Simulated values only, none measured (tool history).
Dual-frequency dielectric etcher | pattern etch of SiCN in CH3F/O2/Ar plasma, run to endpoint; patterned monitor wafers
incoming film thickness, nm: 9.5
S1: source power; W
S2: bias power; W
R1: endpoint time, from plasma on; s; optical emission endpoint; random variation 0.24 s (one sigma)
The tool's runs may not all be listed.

{"run": 1, "hour": 0.0, "S1": 370, "S2": 76, "R1": 26.1}
{"run": 2, "hour": 8.8, "S1": 310, "S2": 76, "R1": 27.382}
{"run": 3, "hour": 16.9, "S1": 290, "S2": 71, "R1": 28.971}
{"run": 4, "hour": 21.9, "S1": 290, "S2": 78, "R1": 27.487}
{"run": 5, "hour": 25.2, "S1": 290, "S2": 84, "R1": 26.651}
{"run": 6, "hour": 30.7, "S1": 290, "S2": 78, "R1": 28.097}

Forecast run 7:
{"run": 7, "hour": 35.7, "S1": 270, "S2": 75, "R1": "?"}

Run 7 gave R1 28.577 s.
